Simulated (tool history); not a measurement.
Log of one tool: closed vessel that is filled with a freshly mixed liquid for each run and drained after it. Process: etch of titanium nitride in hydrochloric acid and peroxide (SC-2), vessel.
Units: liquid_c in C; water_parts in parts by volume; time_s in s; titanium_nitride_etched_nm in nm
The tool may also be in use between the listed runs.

| run | hour | liquid_c | water_parts | time_s | titanium_nitride_etched_nm |
|---|---|---|---|---|---|
| 1 | 0 | 54 | 9 | 620 | 24.991 |
| 2 | 1.3 | 55 | 9 | 620 | 26.573 |
| 3 | 4.1 | 55 | 7 | 620 | 32.63 |
| 4 | 12.5 | 58 | 7 | 620 | 39.543 |
| 5 | 20.5 | 58 | 5 | 620 | 51.233 |
| 6 | 23.6 | 56 | 5 | 620 | 44.977 |
| 7 | 26.1 | 54.5 | 5 | 620 | 40.249 |
| 8 | 34.3 | 53.5 | 5 | 620 | 37.966 |
| 9 | 38.8 | 52.5 | 5 | 620 | 35.549 |

Forecast run 10:
| 10 | 45.5 | 52 | 5 | 620 | ? |

Run 10 gave titanium_nitride_etched_nm 34.342 nm.
